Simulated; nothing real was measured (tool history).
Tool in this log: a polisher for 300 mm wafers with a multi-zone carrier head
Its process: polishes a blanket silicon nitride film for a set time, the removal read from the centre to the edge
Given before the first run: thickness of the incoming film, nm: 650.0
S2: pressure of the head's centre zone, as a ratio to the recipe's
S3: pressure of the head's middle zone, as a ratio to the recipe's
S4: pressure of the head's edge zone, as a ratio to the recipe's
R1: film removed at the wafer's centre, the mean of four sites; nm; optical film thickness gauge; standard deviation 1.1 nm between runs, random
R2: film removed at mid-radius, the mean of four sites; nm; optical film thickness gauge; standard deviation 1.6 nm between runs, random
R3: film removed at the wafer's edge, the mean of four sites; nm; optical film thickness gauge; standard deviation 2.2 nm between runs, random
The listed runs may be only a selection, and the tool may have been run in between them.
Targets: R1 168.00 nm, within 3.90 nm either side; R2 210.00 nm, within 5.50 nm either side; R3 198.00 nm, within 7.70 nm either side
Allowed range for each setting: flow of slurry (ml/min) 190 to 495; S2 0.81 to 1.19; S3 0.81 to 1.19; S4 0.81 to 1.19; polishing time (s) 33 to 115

Run 1, hour 0.0: flow of slurry (ml/min) 320, S2 1.00, S3 1.00, S4 1.00, polishing time (s) 73. Result: R1 227.40 nm, R2 226.01 nm, R3 228.82 nm.
Run 2, hour 2.7: flow of slurry (ml/min) 390, S2 1.00, S3 1.00, S4 1.00, polishing time (s) 73. Result: R1 230.12 nm, R2 232.64 nm, R3 227.35 nm.
Run 3, hour 5.3: flow of slurry (ml/min) 435, S2 1.00, S3 1.00, S4 1.00, polishing time (s) 73. Result: R1 234.32 nm, R2 233.78 nm, R3 231.50 nm.
Run 4, hour 7.9: flow of slurry (ml/min) 485, S2 1.00, S3 1.00, S4 1.00, polishing time (s) 73. Result: R1 236.17 nm, R2 238.39 nm, R3 229.94 nm.
Run 5, hour 13.9: flow of slurry (ml/min) 480, S2 0.97, S3 1.00, S4 0.99, polishing time (s) 72. Result: R1 222.12 nm, R2 232.96 nm, R3 225.22 nm.
At hour 22.4: edge zone pressure recalibrated.
Run 6, hour 22.4: flow of slurry (ml/min) 480, S2 0.97, S3 1.00, S4 0.92, polishing time (s) 72. Result: R1 225.61 nm, R2 233.44 nm, R3 229.57 nm.
Run 7, hour 27.5: flow of slurry (ml/min) 405, S2 0.87, S3 1.04, S4 1.02, polishing time (s) 62. Result: R1 173.83 nm, R2 203.27 nm, R3 198.16 nm.
Run 8, hour 33.0: flow of slurry (ml/min) 405, S2 0.87, S3 1.05, S4 1.02, polishing time (s) 62. Result: R1 171.63 nm, R2 204.75 nm, R3 198.78 nm.

Which one of the following 4 next-run settings gets every result inside its allowed miss? There is exactly one.
Run A, hour 38.5: flow of slurry (ml/min) 430, S2 0.92, S3 1.00, S4 1.14, polishing time (s) 61. Result: R1 ?, R2 ?, R3 ?.
Run B, hour 38.5: flow of slurry (ml/min) 430, S2 0.86, S3 1.09, S4 1.02, polishing time (s) 61. Result: R1 ?, R2 ?, R3 ?.
Run C, hour 38.5: flow of slurry (ml/min) 405, S2 0.88, S3 1.03, S4 0.96, polishing time (s) 61. Result: R1 ?, R2 ?, R3 ?.
Run D, hour 38.5: flow of slurry (ml/min) 360, S2 0.90, S3 1.01, S4 0.91, polishing time (s) 62. Result: R1 ?, R2 ?, R3 ?.

move      R1      R2      R3
   A  180.24  195.57  206.07
   B  168.49  209.26  197.57
   C  171.54  199.30  192.91
   D  176.45  197.59  191.19
A: misses by more than the last run did
B: all results in spec
C: misses by more than the last run did
D: misses by more than the last run did
The move that meets every target is B.

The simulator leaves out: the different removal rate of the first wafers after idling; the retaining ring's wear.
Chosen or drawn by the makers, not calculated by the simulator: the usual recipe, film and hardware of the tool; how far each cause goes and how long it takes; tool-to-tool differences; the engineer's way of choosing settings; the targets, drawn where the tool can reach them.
